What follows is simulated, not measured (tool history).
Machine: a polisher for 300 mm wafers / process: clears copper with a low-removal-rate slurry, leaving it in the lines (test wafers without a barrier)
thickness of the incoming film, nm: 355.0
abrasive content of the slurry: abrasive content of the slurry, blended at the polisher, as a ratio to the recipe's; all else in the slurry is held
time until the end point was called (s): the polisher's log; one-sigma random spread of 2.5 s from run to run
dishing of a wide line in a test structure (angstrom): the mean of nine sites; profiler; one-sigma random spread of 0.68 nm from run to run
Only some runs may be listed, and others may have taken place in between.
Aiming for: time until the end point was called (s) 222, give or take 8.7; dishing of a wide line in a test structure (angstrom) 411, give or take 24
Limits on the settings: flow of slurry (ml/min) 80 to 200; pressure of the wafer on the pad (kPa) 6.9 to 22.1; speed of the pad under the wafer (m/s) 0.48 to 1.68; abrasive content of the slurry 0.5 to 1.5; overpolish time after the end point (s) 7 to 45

| run | day | flow of slurry (ml/min) | pressure of the wafer on the pad (kPa) | speed of the pad under the wafer (m/s) | abrasive content of the slurry | overpolish time after the end point (s) | time until the end point was called (s) | dishing of a wide line in a test structure (angstrom) |
|---|---|---|---|---|---|---|---|---|
| 1 | 0 | 130 | 14.5 | 1.08 | 1 | 23 | 143.8 | 416.84 |
| 2 | 0.175 | 130 | 14.5 | 1.08 | 1 | 16 | 140.94 | 320.76 |
| 3 | 0.242 | 125 | 13.1 | 1.08 | 1 | 20 | 151.37 | 351.29 |
| 4 | 0.262 | 125 | 13.1 | 0.98 | 1 | 20 | 166.33 | 327.79 |
| 5 | 0.504 | 125 | 13.1 | 0.98 | 1 | 11 | 161.88 | 200.7 |
| 6 | 0.729 | 125 | 13.1 | 0.98 | 0.9 | 11 | 170.54 | 194.11 |
| 7 | 0.896 | 125 | 12.4 | 0.98 | 0.95 | 15 | 175.16 | 242.64 |
| 8 | 1.208 | 125 | 11.7 | 0.98 | 0.95 | 18 | 184.7 | 276.46 |
| 9 | 1.3 | 125 | 11 | 1 | 0.95 | 20 | 186.65 | 295.51 |

Which one of the following 5 next-run settings gets every result inside its allowed miss? There is exactly one.
| A | 1.392 | 85 | 12.4 | 0.88 | 0.7 | 35 | ? | ? |
| B | 1.392 | 150 | 11 | 0.94 | 0.95 | 33 | ? | ? |
| C | 1.392 | 135 | 11 | 0.7 | 1.2 | 43 | ? | ? |
| D | 1.392 | 105 | 13.1 | 1.06 | 0.85 | 23 | ? | ? |
| E | 1.392 | 85 | 10.3 | 1.06 | 1.3 | 41 | ? | ? |

| move | time until the end point was called (s) | dishing of a wide line in a test structure (angstrom) |
|---|---|---|
| A | 219.86 | 394.13 |
| B | 188.56 | 418.91 |
| C | 227.35 | 442.86 |
| D | 165.63 | 355.96 |
| E | 197.47 | 469.51 |
A: every result within its allowed miss
B: meets the target for the result that was furthest off, but another lies outside its allowed miss
C: carries the result that was furthest off beyond its target, to the other side
D: lands further from the targets than the last run did
E: carries the result that was furthest off beyond its target, to the other side
Answer: A

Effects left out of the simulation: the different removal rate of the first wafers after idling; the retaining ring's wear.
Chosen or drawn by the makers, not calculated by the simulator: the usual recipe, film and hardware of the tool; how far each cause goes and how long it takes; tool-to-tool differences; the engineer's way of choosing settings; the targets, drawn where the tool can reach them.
